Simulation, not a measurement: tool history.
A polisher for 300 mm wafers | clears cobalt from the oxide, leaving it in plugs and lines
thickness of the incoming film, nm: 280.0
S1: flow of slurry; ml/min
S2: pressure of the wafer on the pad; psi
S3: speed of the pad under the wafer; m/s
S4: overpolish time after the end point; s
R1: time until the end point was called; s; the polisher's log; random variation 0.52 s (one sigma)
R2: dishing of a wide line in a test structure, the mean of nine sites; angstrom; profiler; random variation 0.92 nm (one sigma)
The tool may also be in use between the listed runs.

run	hour	S1	S2	S3	S4	R1	R2
1	0	270	2.1	1.26	13	48.034	486.72
2	6.5	270	2.3	1.26	13	43.918	505.43
3	7	270	2.4	1.26	13	42.849	511.02
4	15.1	270	2.4	1.26	18	43.616	602.71
5	18.7	270	2.4	1.4	18	38.001	614.96
6	20	270	2.4	1.4	23	39.304	652.88
7	22.3	270	2.4	1.42	21	38.919	674.8
8	25.9	270	2.4	1.42	21	39.159	641.23

The next listed run, before its measurement:
9	33.5	270	2.4	1.42	21	?	?

R1: 38.849 s
R2: 642.64 angstrom
